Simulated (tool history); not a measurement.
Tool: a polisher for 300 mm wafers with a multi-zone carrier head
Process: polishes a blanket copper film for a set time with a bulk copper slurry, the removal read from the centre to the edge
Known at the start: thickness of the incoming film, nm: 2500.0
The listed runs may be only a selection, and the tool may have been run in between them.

| run | hour | flow of slurry (ml/min) | pressure of the head's centre zone | pressure of the head's middle zone | pressure of the head's edge zone | abrasive content of the slurry | polishing time (s) | film removed at the wafer's centre (nm) | film removed at mid-radius (nm) | film removed at the wafer's edge (nm) |
|---|---|---|---|---|---|---|---|---|---|---|
| 1 | 0.0 | 155 | 1.00 | 1.00 | 1.00 | 1.00 | 56 | 460.32 | 435.44 | 442.34 |
| 2 | 5.8 | 155 | 0.95 | 1.00 | 1.00 | 1.00 | 56 | 423.96 | 443.88 | 442.13 |
| 3 | 9.5 | 145 | 0.96 | 1.00 | 0.95 | 0.90 | 56 | 410.15 | 425.03 | 416.64 |
| 4 | 12.0 | 145 | 0.96 | 1.00 | 0.95 | 0.90 | 42 | 305.51 | 318.69 | 309.12 |
| 5 | 18.7 | 165 | 0.96 | 1.00 | 0.95 | 0.90 | 42 | 318.53 | 325.48 | 318.16 |
| 6 | 19.8 | 165 | 0.96 | 1.00 | 1.02 | 0.90 | 42 | 318.04 | 327.84 | 334.70 |
| 7 | 20.9 | 185 | 0.98 | 1.04 | 1.02 | 0.95 | 42 | 335.36 | 347.92 | 337.86 |
| 8 | 22.5 | 195 | 1.00 | 1.06 | 1.03 | 1.00 | 42 | 345.90 | 357.92 | 344.41 |

Expected results for the next run?
| 9 | 28.3 | 205 | 1.02 | 1.08 | 1.04 | 1.05 | 42 | ? | ? | ? |

film removed at the wafer's centre (nm): 363.07
film removed at mid-radius (nm): 370.19
film removed at the wafer's edge (nm): 357.74

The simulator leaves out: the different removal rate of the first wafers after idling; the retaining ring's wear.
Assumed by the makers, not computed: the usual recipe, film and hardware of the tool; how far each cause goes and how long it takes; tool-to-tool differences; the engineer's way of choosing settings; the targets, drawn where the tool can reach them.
